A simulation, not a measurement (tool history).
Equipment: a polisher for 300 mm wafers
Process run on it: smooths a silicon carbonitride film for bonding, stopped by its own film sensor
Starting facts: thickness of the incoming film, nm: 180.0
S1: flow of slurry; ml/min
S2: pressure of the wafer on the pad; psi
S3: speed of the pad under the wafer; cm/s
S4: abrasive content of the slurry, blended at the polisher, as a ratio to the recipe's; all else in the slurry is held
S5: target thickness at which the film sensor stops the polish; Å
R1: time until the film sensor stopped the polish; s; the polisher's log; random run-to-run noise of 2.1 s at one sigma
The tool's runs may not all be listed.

run  hour   S1   S2   S3  S4    S5      R1
  1     0  245  2.4   84   1  1480  102.03
  2   3.3  245  2.2   82   1  1480  117.88
  3   9.6  245  2.1   82   1  1480  121.55
  4  15.8  245  2.1   82   1  1480  119.89
  5  20.7  245  2.1  100   1  1480   101.8
  6  27.6  245  1.9   98   1  1480  115.69

What does the tool deliver on the next run?
  7  30.6  245  1.8  96   1  1480   ?

For run 7 the tool returned R1 125.31 s.

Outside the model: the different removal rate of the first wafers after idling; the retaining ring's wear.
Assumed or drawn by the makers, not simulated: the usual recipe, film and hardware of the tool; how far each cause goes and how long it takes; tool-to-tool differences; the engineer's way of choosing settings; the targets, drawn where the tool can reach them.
